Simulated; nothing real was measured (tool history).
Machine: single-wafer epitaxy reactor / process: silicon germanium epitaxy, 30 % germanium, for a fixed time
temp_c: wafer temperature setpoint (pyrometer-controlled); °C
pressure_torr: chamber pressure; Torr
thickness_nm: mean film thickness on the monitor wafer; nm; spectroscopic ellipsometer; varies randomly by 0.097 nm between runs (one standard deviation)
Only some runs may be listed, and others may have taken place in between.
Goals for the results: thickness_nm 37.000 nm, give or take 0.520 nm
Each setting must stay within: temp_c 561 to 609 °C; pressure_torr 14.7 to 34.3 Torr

run	hour	temp_c	pressure_torr	thickness_nm
1	0.0	585	24.5	48.410
2	5.3	585	28.1	50.910
3	10.8	590	28.1	55.544
4	19.2	590	26.4	54.387
5	28.1	590	24.4	52.811
6	30.2	590	28.2	55.712
7	37.5	578	27.8	44.779
8	38.0	577	27.8	44.033
9	39.1	576	27.8	43.082
10	45.0	575	27.8	42.302
11	49.9	574	27.8	41.663
12	51.1	573	27.8	40.810

Which of these 4 next moves meets every target?
A	52.3	567	28.1	?
B	52.3	567	26.3	?
C	52.3	562	31.1	?
D	52.3	565	29.6	?

move	thickness_nm
A	36.710
B	35.810
C	34.760
D	36.075
A: all results in spec
B: takes the biggest miss from the last run beyond its target
C: takes the biggest miss from the last run beyond its target
D: takes the biggest miss from the last run beyond its target
Move A is the one to make.

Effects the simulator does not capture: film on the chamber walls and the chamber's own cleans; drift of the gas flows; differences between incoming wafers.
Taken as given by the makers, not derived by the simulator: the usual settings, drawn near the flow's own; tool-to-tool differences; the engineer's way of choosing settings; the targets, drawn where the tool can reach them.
